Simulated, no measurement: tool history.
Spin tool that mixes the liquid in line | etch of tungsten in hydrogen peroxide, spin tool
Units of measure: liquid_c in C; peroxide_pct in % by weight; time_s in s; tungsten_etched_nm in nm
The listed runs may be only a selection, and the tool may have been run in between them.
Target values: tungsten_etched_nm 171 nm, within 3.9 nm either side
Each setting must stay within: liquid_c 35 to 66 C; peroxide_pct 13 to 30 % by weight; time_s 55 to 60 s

{"run": 1, "hour": 0.0, "liquid_c": 51, "peroxide_pct": 24, "time_s": 55, "tungsten_etched_nm": 85.432}
{"run": 2, "hour": 5.2, "liquid_c": 51, "peroxide_pct": 24, "time_s": 55, "tungsten_etched_nm": 83.87}
{"run": 3, "hour": 10.5, "liquid_c": 54, "peroxide_pct": 24, "time_s": 55, "tungsten_etched_nm": 102.18}
{"run": 4, "hour": 15.3, "liquid_c": 47.5, "peroxide_pct": 24, "time_s": 55, "tungsten_etched_nm": 68.407}
{"run": 5, "hour": 19.9, "liquid_c": 47.5, "peroxide_pct": 22, "time_s": 55, "tungsten_etched_nm": 65.672}
{"run": 6, "hour": 20.8, "liquid_c": 51.5, "peroxide_pct": 22, "time_s": 55, "tungsten_etched_nm": 83.344}
{"run": 7, "hour": 24.6, "liquid_c": 51.5, "peroxide_pct": 22, "time_s": 55, "tungsten_etched_nm": 83.768}
{"hour": 30.4, "done": "heated supply line repaired"}
{"run": 8, "hour": 30.4, "liquid_c": 54.5, "peroxide_pct": 22, "time_s": 55, "tungsten_etched_nm": 112.06}
{"run": 9, "hour": 37.5, "liquid_c": 56, "peroxide_pct": 22, "time_s": 55, "tungsten_etched_nm": 124.04}
{"run": 10, "hour": 40.9, "liquid_c": 57, "peroxide_pct": 22, "time_s": 55, "tungsten_etched_nm": 129.01}
{"run": 11, "hour": 49.7, "liquid_c": 58, "peroxide_pct": 22, "time_s": 55, "tungsten_etched_nm": 138.79}
{"run": 12, "hour": 51.2, "liquid_c": 58.5, "peroxide_pct": 22, "time_s": 55, "tungsten_etched_nm": 141.03}
{"run": 13, "hour": 55.2, "liquid_c": 59, "peroxide_pct": 22, "time_s": 55, "tungsten_etched_nm": 145.2}
{"run": 14, "hour": 60.9, "liquid_c": 59.5, "peroxide_pct": 22, "time_s": 55, "tungsten_etched_nm": 151.41}
{"run": 15, "hour": 67.2, "liquid_c": 60, "peroxide_pct": 22, "time_s": 55, "tungsten_etched_nm": 155.22}
{"run": 16, "hour": 76.0, "liquid_c": 60.5, "peroxide_pct": 22, "time_s": 55, "tungsten_etched_nm": 157.3}
{"run": 17, "hour": 80.0, "liquid_c": 61, "peroxide_pct": 22, "time_s": 55, "tungsten_etched_nm": 162.68}

Pick the move, out of 5, that brings all results within their allowed miss; only one does.
{"run": "A", "hour": 84.0, "liquid_c": 62, "peroxide_pct": 19.5, "time_s": 60, "tungsten_etched_nm": "?"}
{"run": "B", "hour": 84.0, "liquid_c": 66, "peroxide_pct": 16, "time_s": 55, "tungsten_etched_nm": "?"}
{"run": "C", "hour": 84.0, "liquid_c": 61.5, "peroxide_pct": 21, "time_s": 60, "tungsten_etched_nm": "?"}
{"run": "D", "hour": 84.0, "liquid_c": 62, "peroxide_pct": 21.5, "time_s": 55, "tungsten_etched_nm": "?"}
{"run": "E", "hour": 84.0, "liquid_c": 61.5, "peroxide_pct": 15.5, "time_s": 60, "tungsten_etched_nm": "?"}

move=A tungsten_etched_nm=177.99
move=B tungsten_etched_nm=185.01
move=C tungsten_etched_nm=179.52
move=D tungsten_etched_nm=171.32
move=E tungsten_etched_nm=154.23
A: moves the result that the last run missed by most past its target, out the other side
B: moves the result that the last run missed by most past its target, out the other side
C: moves the result that the last run missed by most past its target, out the other side
D: meets every target
E: lands further from the targets than the last run did
The right move is D.
